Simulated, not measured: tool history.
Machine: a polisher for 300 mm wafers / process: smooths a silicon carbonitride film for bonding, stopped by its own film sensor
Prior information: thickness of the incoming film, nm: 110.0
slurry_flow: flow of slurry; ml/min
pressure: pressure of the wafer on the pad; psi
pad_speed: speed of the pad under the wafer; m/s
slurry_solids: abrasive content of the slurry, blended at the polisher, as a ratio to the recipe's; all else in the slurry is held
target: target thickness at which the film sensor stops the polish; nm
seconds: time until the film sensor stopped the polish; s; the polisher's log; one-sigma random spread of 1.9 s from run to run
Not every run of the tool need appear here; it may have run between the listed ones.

Run 1, day 0.000: slurry_flow 140 ml/min, pressure 2.1 psi, pad_speed 1.00 m/s, slurry_solids 1.0, target 98 nm. Result: seconds 50.123 s.
Run 2, day 0.362: slurry_flow 140 ml/min, pressure 2.1 psi, pad_speed 1.00 m/s, slurry_solids 1.0, target 98 nm. Result: seconds 48.418 s.
Run 3, day 0.421: slurry_flow 140 ml/min, pressure 1.8 psi, pad_speed 0.94 m/s, slurry_solids 1.0, target 98 nm. Result: seconds 57.752 s.
Run 4, day 0.488: slurry_flow 140 ml/min, pressure 1.8 psi, pad_speed 0.94 m/s, slurry_solids 1.0, target 98 nm. Result: seconds 57.509 s.
Run 5, day 0.546: slurry_flow 125 ml/min, pressure 1.8 psi, pad_speed 0.94 m/s, slurry_solids 1.0, target 98 nm. Result: seconds 57.020 s.
Run 6, day 0.612: slurry_flow 125 ml/min, pressure 1.8 psi, pad_speed 0.94 m/s, slurry_solids 1.0, target 98 nm. Result: seconds 61.398 s.

Run 7 has not been measured yet. What should we expect?
Run 7, day 0.704: slurry_flow 120 ml/min, pressure 1.6 psi, pad_speed 0.90 m/s, slurry_solids 1.0, target 98 nm. Result: seconds ?.

{"run 7": {"seconds": 67.025}}
